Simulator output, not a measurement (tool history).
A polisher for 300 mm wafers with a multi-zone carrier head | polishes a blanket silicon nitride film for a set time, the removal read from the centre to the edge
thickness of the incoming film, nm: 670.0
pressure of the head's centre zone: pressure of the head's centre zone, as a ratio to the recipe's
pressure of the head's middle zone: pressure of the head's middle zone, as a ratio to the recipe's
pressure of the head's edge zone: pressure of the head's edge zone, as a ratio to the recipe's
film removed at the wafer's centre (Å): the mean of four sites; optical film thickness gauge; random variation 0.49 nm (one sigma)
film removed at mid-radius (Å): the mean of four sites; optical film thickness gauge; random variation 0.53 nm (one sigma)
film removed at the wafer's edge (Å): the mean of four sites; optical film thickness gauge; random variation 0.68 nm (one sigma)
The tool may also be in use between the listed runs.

run	day	flow of slurry (ml/min)	pressure of the head's centre zone	pressure of the head's middle zone	pressure of the head's edge zone	polishing time (s)	film removed at the wafer's centre (Å)	film removed at mid-radius (Å)	film removed at the wafer's edge (Å)
1	0.000	215	1.00	1.00	1.00	50	608.98	625.01	604.74
2	0.025	215	1.00	0.96	1.00	50	606.29	585.93	600.11
3	0.338	215	1.00	0.96	1.07	50	606.07	582.21	634.62
4	0.404	210	1.00	0.92	1.02	48	592.80	533.59	592.96
5	0.550	205	0.98	0.90	0.98	46	541.71	524.13	544.49
6	0.683	255	0.98	0.90	0.98	46	562.33	521.90	565.64
7	0.988	250	1.01	0.83	0.90	38	477.23	400.22	446.28

Run 8 comes next. What will it give?
8	1.279	255	1.01	0.85	0.91	38	?	?	?

Run 8 gave film removed at the wafer's centre (Å) 482.61, film removed at mid-radius (Å) 407.98, film removed at the wafer's edge (Å) 444.22.

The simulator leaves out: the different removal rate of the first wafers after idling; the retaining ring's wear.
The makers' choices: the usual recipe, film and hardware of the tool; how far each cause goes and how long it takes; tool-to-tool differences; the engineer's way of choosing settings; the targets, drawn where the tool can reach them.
